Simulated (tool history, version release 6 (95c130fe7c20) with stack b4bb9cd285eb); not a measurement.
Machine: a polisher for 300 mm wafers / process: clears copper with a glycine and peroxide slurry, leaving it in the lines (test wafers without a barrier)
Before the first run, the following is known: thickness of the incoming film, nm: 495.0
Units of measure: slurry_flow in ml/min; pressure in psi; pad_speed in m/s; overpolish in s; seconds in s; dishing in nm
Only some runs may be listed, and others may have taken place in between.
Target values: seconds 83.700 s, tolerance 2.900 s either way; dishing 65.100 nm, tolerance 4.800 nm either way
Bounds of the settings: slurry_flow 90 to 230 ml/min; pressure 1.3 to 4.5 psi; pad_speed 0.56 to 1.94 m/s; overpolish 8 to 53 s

{"run": 1, "day": 0.0, "slurry_flow": 150, "pressure": 2.9, "pad_speed": 1.24, "overpolish": 27, "seconds": 75.842, "dishing": 91.088}
{"run": 2, "day": 0.254, "slurry_flow": 150, "pressure": 3.3, "pad_speed": 1.24, "overpolish": 27, "seconds": 68.542, "dishing": 103.74}
{"run": 3, "day": 0.467, "slurry_flow": 150, "pressure": 3.1, "pad_speed": 1.24, "overpolish": 25, "seconds": 73.089, "dishing": 89.789}
{"run": 4, "day": 0.654, "slurry_flow": 150, "pressure": 3.0, "pad_speed": 1.24, "overpolish": 24, "seconds": 74.64, "dishing": 87.95}
{"run": 5, "day": 0.967, "slurry_flow": 150, "pressure": 2.9, "pad_speed": 1.24, "overpolish": 22, "seconds": 77.91, "dishing": 82.697}
{"run": 6, "day": 1.108, "slurry_flow": 150, "pressure": 2.9, "pad_speed": 1.24, "overpolish": 20, "seconds": 75.656, "dishing": 78.885}
{"run": 7, "day": 1.408, "slurry_flow": 145, "pressure": 2.8, "pad_speed": 1.24, "overpolish": 19, "seconds": 79.282, "dishing": 74.028}
{"run": 8, "day": 1.55, "slurry_flow": 140, "pressure": 2.8, "pad_speed": 1.24, "overpolish": 18, "seconds": 79.846, "dishing": 69.274}

Below are 5 possible settings for the next run. Only one of them brings all results inside the allowed miss of their targets. Which is it?
{"run": "A", "day": 1.692, "slurry_flow": 125, "pressure": 2.8, "pad_speed": 1.2, "overpolish": 17, "seconds": "?", "dishing": "?"}
{"run": "B", "day": 1.692, "slurry_flow": 170, "pressure": 2.6, "pad_speed": 1.2, "overpolish": 22, "seconds": "?", "dishing": "?"}
{"run": "C", "day": 1.692, "slurry_flow": 145, "pressure": 3.2, "pad_speed": 1.18, "overpolish": 19, "seconds": "?", "dishing": "?"}
{"run": "D", "day": 1.692, "slurry_flow": 140, "pressure": 2.8, "pad_speed": 0.96, "overpolish": 27, "seconds": "?", "dishing": "?"}
{"run": "E", "day": 1.692, "slurry_flow": 145, "pressure": 3.0, "pad_speed": 1.26, "overpolish": 20, "seconds": "?", "dishing": "?"}

move=A seconds=84.020 dishing=62.379
move=B seconds=84.345 dishing=74.707
move=C seconds=73.349 dishing=75.255
move=D seconds=92.664 dishing=81.453
move=E seconds=74.635 dishing=76.654
A: every result within its allowed miss
B: gets the furthest-off result to its target, but another result is out of tolerance
C: further off than the last run
D: pushes the last run's worst result past its target
E: further off than the last run
A meets every target.

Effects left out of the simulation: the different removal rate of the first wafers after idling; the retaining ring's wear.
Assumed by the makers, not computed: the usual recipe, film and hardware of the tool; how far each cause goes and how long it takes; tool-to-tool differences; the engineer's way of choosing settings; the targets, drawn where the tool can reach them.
